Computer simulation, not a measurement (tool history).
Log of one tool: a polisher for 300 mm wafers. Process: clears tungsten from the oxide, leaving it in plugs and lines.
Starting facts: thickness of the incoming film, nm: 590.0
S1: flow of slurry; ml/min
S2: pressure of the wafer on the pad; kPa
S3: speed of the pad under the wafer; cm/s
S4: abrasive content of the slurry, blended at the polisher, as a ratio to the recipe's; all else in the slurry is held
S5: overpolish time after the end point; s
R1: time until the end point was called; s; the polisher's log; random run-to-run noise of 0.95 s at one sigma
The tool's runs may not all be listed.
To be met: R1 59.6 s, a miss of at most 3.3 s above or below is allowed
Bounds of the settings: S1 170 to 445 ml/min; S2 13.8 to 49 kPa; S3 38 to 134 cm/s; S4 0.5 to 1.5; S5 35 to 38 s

| run | hour | S1 | S2 | S3 | S4 | S5 | R1 |
|---|---|---|---|---|---|---|---|
| 1 | 0 | 285 | 31 | 86 | 1 | 35 | 111.34 |
| 2 | 8.6 | 285 | 31 | 86 | 1 | 35 | 113.04 |
| 3 | 17.4 | 335 | 31 | 86 | 1 | 35 | 110.54 |
| 4 | 22 | 335 | 31 | 86 | 1 | 35 | 114.75 |
| 5 | 28 | 295 | 31 | 86 | 1 | 35 | 112.69 |
| 6 | 29.5 | 295 | 34.5 | 88 | 1 | 35 | 105.01 |
| 7 | 34.4 | 295 | 36.5 | 96 | 1 | 35 | 90.806 |
| 8 | 42.2 | 295 | 38.6 | 100 | 1 | 35 | 86.928 |
| 9 | 43.2 | 295 | 40.7 | 104 | 1 | 35 | 76.008 |
| 10 | 47.2 | 295 | 42.1 | 106 | 1 | 35 | 73.08 |
| 11 | 54.7 | 295 | 43.4 | 108 | 1 | 35 | 71.583 |
| 12 | 61.5 | 295 | 44.1 | 110 | 1 | 35 | 67.096 |
| 13 | 62.7 | 295 | 44.8 | 110 | 1 | 35 | 66.016 |
| 14 | 67.1 | 295 | 45.5 | 110 | 1 | 35 | 66.678 |
| 15 | 72 | 295 | 46.2 | 112 | 1 | 35 | 64.604 |
| 16 | 76 | 295 | 46.9 | 112 | 1 | 35 | 63.611 |

Next run, 4 choices. One meets every target within its allowed miss, the rest don't. Which?
| A | 80 | 265 | 42.7 | 106 | 1.1 | 36 | ? |
| B | 80 | 375 | 42.1 | 116 | 1.05 | 38 | ? |
| C | 80 | 270 | 41.4 | 134 | 1 | 35 | ? |
| D | 80 | 320 | 47.6 | 108 | 0.95 | 38 | ? |

| move | R1 |
|---|---|
| A | 71.759 |
| B | 65.356 |
| C | 59.621 |
| D | 65.514 |
A: lands further from the targets than the last run did
B: lands further from the targets than the last run did
C: every result within its allowed miss
D: lands further from the targets than the last run did
So the answer is move C, the one that meets all the targets.
